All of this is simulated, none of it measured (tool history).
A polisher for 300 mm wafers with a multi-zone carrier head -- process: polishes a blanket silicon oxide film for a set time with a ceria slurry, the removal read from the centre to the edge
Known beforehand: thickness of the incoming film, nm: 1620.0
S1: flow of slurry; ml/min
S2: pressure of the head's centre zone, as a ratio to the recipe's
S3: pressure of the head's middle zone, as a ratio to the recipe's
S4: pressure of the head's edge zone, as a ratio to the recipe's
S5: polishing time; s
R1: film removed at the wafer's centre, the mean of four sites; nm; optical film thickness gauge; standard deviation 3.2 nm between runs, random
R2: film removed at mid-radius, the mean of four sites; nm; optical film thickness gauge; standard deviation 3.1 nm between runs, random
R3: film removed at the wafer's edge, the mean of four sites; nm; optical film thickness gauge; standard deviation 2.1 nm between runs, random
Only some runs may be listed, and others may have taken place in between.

run	hour	S1	S2	S3	S4	S5	R1	R2	R3
1	0.0	280	1.00	1.00	1.00	88	323.24	317.57	318.57
2	5.7	330	1.00	1.00	1.00	88	318.89	327.96	330.96
3	8.7	330	1.00	0.93	1.00	88	324.05	313.03	328.78
4	16.5	330	1.00	0.93	1.00	108	398.04	379.45	400.33
5	18.0	335	0.95	0.95	0.96	97	332.87	342.24	357.24
6	19.3	320	0.92	0.99	0.91	91	306.42	332.20	327.23

Run 7, settings as shown, results not yet in. Your forecast:
7	23.2	320	0.89	1.01	0.89	86	?	?	?

{"run 7": {"R1": 275.67, "R2": 329.03, "R3": 303.59}}
